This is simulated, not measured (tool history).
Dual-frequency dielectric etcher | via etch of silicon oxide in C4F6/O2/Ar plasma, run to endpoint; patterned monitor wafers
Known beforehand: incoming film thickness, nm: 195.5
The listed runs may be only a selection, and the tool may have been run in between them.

run	hour	bias power (kW)	source power (kW)	Ar flow (sccm)	endpoint time (s)
1	0	0.573	0.33	325	47.607
2	4.5	0.573	0.37	325	45.423
3	10.4	0.588	0.37	324	45.514
4	18.7	0.605	0.38	322	43.799
5	22.8	0.605	0.4	322	43.764
6	25	0.605	0.4	367	43.617

Run 7 has not been measured yet. What should we expect?
7	31	0.613	0.4	367	?

Run 7 gave endpoint time (s) 43.87.
